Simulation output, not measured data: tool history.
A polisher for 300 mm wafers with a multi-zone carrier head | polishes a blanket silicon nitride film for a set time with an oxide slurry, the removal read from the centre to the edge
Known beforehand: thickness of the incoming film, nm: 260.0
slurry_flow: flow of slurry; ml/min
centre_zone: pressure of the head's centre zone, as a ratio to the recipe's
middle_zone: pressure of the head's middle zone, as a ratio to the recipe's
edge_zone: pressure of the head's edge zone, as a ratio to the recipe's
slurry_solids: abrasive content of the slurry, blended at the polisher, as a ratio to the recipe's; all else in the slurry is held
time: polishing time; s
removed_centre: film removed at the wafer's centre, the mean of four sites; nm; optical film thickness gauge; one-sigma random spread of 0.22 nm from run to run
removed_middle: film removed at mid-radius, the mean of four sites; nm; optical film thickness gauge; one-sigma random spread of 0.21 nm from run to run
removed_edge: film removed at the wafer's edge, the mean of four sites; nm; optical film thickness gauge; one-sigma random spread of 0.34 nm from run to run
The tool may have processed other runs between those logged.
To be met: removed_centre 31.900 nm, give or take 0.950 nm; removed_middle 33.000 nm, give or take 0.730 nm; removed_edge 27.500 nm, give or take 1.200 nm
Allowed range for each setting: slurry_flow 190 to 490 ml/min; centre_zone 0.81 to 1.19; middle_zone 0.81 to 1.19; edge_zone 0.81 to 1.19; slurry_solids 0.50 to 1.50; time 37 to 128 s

run	hour	slurry_flow	centre_zone	middle_zone	edge_zone	slurry_solids	time	removed_centre	removed_middle	removed_edge
1	0.0	315	1.00	1.00	1.00	1.00	82	59.566	60.561	59.969
2	7.3	315	1.00	1.00	1.06	1.00	82	59.130	59.683	60.122
3	9.4	335	1.03	1.03	1.02	0.85	70	49.358	49.110	46.496
4	16.6	335	0.95	1.03	1.02	0.85	70	45.720	48.904	47.217
5	20.4	355	0.97	1.05	1.00	0.75	64	39.782	42.735	40.517
6	27.6	350	1.00	1.07	0.97	0.70	61	37.680	40.243	36.794
7	30.0	355	1.02	1.08	0.94	0.65	59	35.554	38.117	34.291
8	30.6	360	1.05	1.09	0.91	0.60	58	34.747	35.823	31.768
9	33.1	360	1.06	1.10	0.88	0.55	58	33.670	34.405	28.636

Of the 5 settings listed for the next run, only one would bring every result within its allowed miss of target. Which one?
A	35.6	395	1.10	1.01	0.85	0.55	59	?	?	?
B	35.6	345	1.09	1.08	0.91	0.55	59	?	?	?
C	35.6	330	1.11	1.10	0.95	0.65	52	?	?	?
D	35.6	380	1.08	1.14	0.89	0.60	51	?	?	?
E	35.6	285	0.98	1.15	0.91	0.55	59	?	?	?

move	removed_centre	removed_middle	removed_edge
A	35.228	32.504	29.416
B	34.530	34.057	30.015
C	33.903	33.354	29.509
D	31.341	32.644	27.135
E	30.467	35.368	29.607
A: brings the last run's worst result on target, with another outside its allowed miss
B: further off than the last run
C: brings the last run's worst result on target, with another outside its allowed miss
D: hits every target within its allowed miss
E: further off than the last run
The right move is D.
